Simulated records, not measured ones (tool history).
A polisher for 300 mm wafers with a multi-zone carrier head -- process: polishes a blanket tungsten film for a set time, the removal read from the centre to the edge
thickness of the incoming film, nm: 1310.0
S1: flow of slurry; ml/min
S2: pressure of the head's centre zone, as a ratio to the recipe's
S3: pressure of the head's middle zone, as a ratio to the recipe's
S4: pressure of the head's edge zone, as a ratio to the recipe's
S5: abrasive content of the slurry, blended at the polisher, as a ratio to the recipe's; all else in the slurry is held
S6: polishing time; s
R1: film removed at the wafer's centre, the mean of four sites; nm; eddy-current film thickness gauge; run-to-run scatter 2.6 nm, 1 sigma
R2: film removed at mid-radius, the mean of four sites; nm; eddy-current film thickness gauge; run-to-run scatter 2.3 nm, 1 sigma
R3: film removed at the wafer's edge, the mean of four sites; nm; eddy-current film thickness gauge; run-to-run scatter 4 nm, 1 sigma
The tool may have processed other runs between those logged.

{"run": 1, "hour": 0.0, "S1": 165, "S2": 1, "S3": 1, "S4": 1, "S5": 1, "S6": 60, "R1": 343.66, "R2": 342.4, "R3": 321.99}
{"run": 2, "hour": 4.4, "S1": 160, "S2": 0.98, "S3": 0.97, "S4": 1, "S5": 0.95, "S6": 60, "R1": 327.66, "R2": 331.62, "R3": 322.25}
{"run": 3, "hour": 7.5, "S1": 160, "S2": 0.98, "S3": 0.97, "S4": 1.05, "S5": 0.95, "S6": 60, "R1": 327.64, "R2": 326.44, "R3": 335.8}
{"run": 4, "hour": 13.1, "S1": 160, "S2": 0.95, "S3": 0.97, "S4": 1.05, "S5": 0.95, "S6": 60, "R1": 316.43, "R2": 328.75, "R3": 323.28}
{"run": 5, "hour": 16.9, "S1": 155, "S2": 0.95, "S3": 0.95, "S4": 1.04, "S5": 0.9, "S6": 60, "R1": 312.98, "R2": 317.54, "R3": 334.39}
{"run": 6, "hour": 22.0, "S1": 155, "S2": 0.95, "S3": 0.94, "S4": 1.03, "S5": 0.85, "S6": 59, "R1": 305.1, "R2": 307.86, "R3": 314.4}
{"run": 7, "hour": 23.6, "S1": 150, "S2": 0.95, "S3": 0.92, "S4": 1.03, "S5": 0.85, "S6": 59, "R1": 298.9, "R2": 302.28, "R3": 311.42}
{"run": 8, "hour": 27.0, "S1": 145, "S2": 0.95, "S3": 0.9, "S4": 1.03, "S5": 0.85, "S6": 59, "R1": 292.57, "R2": 293.95, "R3": 310.21}
{"run": 9, "hour": 30.8, "S1": 140, "S2": 0.95, "S3": 0.89, "S4": 1.03, "S5": 0.85, "S6": 59, "R1": 295.67, "R2": 286.65, "R3": 309.12}

What does the tool deliver on the next run?
{"run": 10, "hour": 39.3, "S1": 135, "S2": 0.95, "S3": 0.88, "S4": 1.03, "S5": 0.85, "S6": 59, "R1": "?", "R2": "?", "R3": "?"}

Run 10 came out at R1 287.95 nm, R2 285.45 nm, R3 310.26 nm.

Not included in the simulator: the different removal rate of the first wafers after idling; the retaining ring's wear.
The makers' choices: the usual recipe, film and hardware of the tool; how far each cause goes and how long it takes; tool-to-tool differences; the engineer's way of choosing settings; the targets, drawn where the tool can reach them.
